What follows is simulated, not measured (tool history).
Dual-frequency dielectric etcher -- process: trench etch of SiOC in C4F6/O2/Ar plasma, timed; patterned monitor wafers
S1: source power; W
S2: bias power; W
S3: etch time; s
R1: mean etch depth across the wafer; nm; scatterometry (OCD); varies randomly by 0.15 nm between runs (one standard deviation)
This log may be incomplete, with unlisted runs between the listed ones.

run,hour,S1,S2,S3,R1
1,0.0,390,140,17.5,31.212
2,7.1,350,136,17.5,29.622
3,8.9,350,113,17.5,27.856
4,15.3,350,104,17.5,27.275
5,22.2,340,103,17.5,26.890
6,27.2,340,103,18.5,28.547
7,29.7,320,102,18.5,27.530
# hour 36.3: wet clean of the chamber
8,36.3,310,102,18.5,28.312
9,37.7,300,97,18.5,27.368

The next listed run, before its measurement:
10,42.8,290,96,18.5,?

R1: 26.968 nm

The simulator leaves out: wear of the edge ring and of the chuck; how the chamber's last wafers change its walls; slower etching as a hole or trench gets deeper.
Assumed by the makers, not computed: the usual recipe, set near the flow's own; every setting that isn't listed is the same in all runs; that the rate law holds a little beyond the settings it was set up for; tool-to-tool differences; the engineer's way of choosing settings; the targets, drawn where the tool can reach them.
